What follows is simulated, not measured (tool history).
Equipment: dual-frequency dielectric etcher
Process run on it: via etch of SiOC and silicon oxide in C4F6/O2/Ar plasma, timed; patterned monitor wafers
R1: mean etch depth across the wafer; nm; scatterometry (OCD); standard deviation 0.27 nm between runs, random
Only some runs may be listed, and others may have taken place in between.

run 1 hour=0.0 | source_power_(W)=290 bias_power_(W)=158 etch_time_(s)=52.0 | R1=52.204
run 2 hour=2.0 | source_power_(W)=310 bias_power_(W)=159 etch_time_(s)=52.0 | R1=54.072
run 3 hour=9.4 | source_power_(W)=350 bias_power_(W)=159 etch_time_(s)=52.0 | R1=57.253
run 4 hour=15.5 | source_power_(W)=330 bias_power_(W)=159 etch_time_(s)=52.0 | R1=55.642
run 5 hour=21.1 | source_power_(W)=330 bias_power_(W)=159 etch_time_(s)=52.0 | R1=55.623
run 6 hour=28.5 | source_power_(W)=290 bias_power_(W)=159 etch_time_(s)=52.0 | R1=51.550
run 7 hour=29.4 | source_power_(W)=300 bias_power_(W)=160 etch_time_(s)=52.0 | R1=53.061

Expected results for the next run?
run 8 hour=30.7 | source_power_(W)=310 bias_power_(W)=161 etch_time_(s)=52.0 | R1=?

Logged for run 8: R1 53.824 nm.
